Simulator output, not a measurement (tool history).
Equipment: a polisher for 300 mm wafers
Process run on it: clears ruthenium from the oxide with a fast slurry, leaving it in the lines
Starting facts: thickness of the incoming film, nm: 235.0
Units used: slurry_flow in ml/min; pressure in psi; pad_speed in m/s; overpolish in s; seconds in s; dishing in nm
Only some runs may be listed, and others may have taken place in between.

| run | day | slurry_flow | pressure | pad_speed | slurry_solids | overpolish | seconds | dishing |
|---|---|---|---|---|---|---|---|---|
| 1 | 0 | 235 | 2.5 | 0.92 | 1 | 10 | 62.735 | 26.075 |
| 2 | 0.208 | 235 | 2.6 | 0.92 | 1 | 10 | 59.517 | 27.326 |
| 3 | 0.262 | 235 | 2.6 | 0.92 | 1.1 | 10 | 57.964 | 27.852 |
| 4 | 0.292 | 235 | 2.7 | 0.92 | 1.1 | 10 | 55.354 | 28.632 |
| 5 | 0.425 | 235 | 2.8 | 0.92 | 1.1 | 11 | 54.174 | 32.941 |
| 6 | 0.692 | 235 | 3.4 | 0.92 | 1.1 | 11 | 45.86 | 38.197 |

Forecast run 7:
| 7 | 0.912 | 235 | 3.3 | 0.92 | 1.1 | 11 | ? | ? |

{"run 7": {"seconds": 47.1, "dishing": 36.085}}
